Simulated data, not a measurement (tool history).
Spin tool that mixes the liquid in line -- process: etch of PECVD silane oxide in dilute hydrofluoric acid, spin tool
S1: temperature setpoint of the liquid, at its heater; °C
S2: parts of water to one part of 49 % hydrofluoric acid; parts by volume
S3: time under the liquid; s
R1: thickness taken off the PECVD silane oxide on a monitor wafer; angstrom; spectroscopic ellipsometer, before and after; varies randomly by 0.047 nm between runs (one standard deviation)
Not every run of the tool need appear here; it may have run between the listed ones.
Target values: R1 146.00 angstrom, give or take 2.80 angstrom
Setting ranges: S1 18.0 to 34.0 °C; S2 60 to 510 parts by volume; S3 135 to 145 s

run,hour,S1,S2,S3,R1
1,0.0,26.0,285,135,107.37
2,1.4,27.5,285,135,112.33
3,9.0,27.5,285,135,111.93
4,9.5,28.5,280,135,119.41
5,10.5,29.5,280,135,122.53
6,18.6,29.5,330,135,99.23
7,22.6,30.0,320,135,104.80
8,27.9,34.0,265,135,153.39

Below are 4 possible settings for the next run. Only one of them brings all results inside the allowed miss of their targets. Which is it?
A,33.2,34.0,260,140,?
B,33.2,33.5,270,135,?
C,33.2,32.5,255,135,?
D,33.2,34.0,270,140,?

move,R1
A,163.31
B,147.46
C,154.02
D,155.34
A: misses by more than the last run did
B: every result lands within tolerance
C: misses by more than the last run did
D: misses by more than the last run did
Go with B: it meets all targets.
